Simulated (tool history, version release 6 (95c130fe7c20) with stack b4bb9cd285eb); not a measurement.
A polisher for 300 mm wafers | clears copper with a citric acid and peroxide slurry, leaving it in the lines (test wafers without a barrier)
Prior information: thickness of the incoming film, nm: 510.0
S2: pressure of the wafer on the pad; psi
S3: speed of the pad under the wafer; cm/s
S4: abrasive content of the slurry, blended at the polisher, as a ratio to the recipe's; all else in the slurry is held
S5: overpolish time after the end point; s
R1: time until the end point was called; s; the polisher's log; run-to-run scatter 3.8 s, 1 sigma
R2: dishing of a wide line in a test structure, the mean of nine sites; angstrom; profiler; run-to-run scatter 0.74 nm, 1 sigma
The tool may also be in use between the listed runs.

Run 1, hour 0.0: flow of slurry (ml/min) 265, S2 3.5 psi, S3 130 cm/s, S4 1.0, S5 19 s. Result: R1 147.03 s, R2 514.15 angstrom.
Run 2, hour 2.5: flow of slurry (ml/min) 265, S2 3.5 psi, S3 118 cm/s, S4 1.0, S5 19 s. Result: R1 157.67 s, R2 477.56 angstrom.
Run 3, hour 7.2: flow of slurry (ml/min) 265, S2 3.3 psi, S3 118 cm/s, S4 1.0, S5 18 s. Result: R1 166.98 s, R2 446.84 angstrom.
Run 4, hour 14.9: flow of slurry (ml/min) 265, S2 3.1 psi, S3 116 cm/s, S4 1.0, S5 17 s. Result: R1 181.26 s, R2 388.36 angstrom.
Run 5, hour 17.6: flow of slurry (ml/min) 265, S2 3.1 psi, S3 104 cm/s, S4 1.0, S5 17 s. Result: R1 192.85 s, R2 371.65 angstrom.
Run 6, hour 20.8: flow of slurry (ml/min) 265, S2 3.1 psi, S3 126 cm/s, S4 1.0, S5 17 s. Result: R1 166.25 s, R2 420.83 angstrom.
Run 7, hour 23.1: flow of slurry (ml/min) 265, S2 2.9 psi, S3 126 cm/s, S4 1.0, S5 17 s. Result: R1 173.78 s, R2 407.27 angstrom.
Run 8, hour 30.3: flow of slurry (ml/min) 265, S2 2.7 psi, S3 126 cm/s, S4 1.0, S5 17 s. Result: R1 190.92 s, R2 396.96 angstrom.

Run 9, settings as shown, results not yet in. Your forecast:
Run 9, hour 38.4: flow of slurry (ml/min) 265, S2 2.3 psi, S3 122 cm/s, S4 1.0, S5 13 s. Result: R1 ?, R2 ?.

Run 9 yielded R1 209.04 s, R2 262.25 angstrom.
